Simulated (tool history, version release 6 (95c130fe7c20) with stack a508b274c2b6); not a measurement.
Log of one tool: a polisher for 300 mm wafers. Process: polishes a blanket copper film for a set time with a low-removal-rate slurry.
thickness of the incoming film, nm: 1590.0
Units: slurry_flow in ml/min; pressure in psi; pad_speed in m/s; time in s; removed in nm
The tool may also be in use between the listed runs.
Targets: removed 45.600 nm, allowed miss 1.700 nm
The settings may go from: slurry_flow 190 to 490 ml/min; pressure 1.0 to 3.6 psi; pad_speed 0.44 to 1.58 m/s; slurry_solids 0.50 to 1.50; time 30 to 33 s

run,hour,slurry_flow,pressure,pad_speed,slurry_solids,time,removed
1,0.0,315,2.3,1.00,1.00,33,70.670
2,8.7,315,2.3,0.88,1.00,33,61.172
3,16.6,315,2.2,0.88,1.00,33,58.148
4,17.5,315,1.9,0.88,1.00,33,50.329
5,25.0,315,1.9,0.88,1.00,33,51.023
6,26.0,315,1.9,0.68,1.00,33,39.526
7,31.3,315,2.1,0.68,1.00,33,42.798
# hour 34.3: head pressure recalibrated
8,34.3,315,2.2,0.68,1.00,33,48.719

5 next moves are on the table. One of them brings every result within its allowed miss. Which?
A,37.3,390,2.0,0.78,1.00,33,?
B,37.3,415,2.0,0.76,1.00,33,?
C,37.3,295,2.5,0.62,1.05,30,?
D,37.3,295,2.3,0.78,0.85,30,?
E,37.3,305,3.0,0.62,0.95,31,?

move,removed
A,49.835
B,48.794
C,44.767
D,49.263
E,54.284
A: further off than the last run
B: as far off as the last run
C: meets every target
D: further off than the last run
E: further off than the last run
The right move is C.
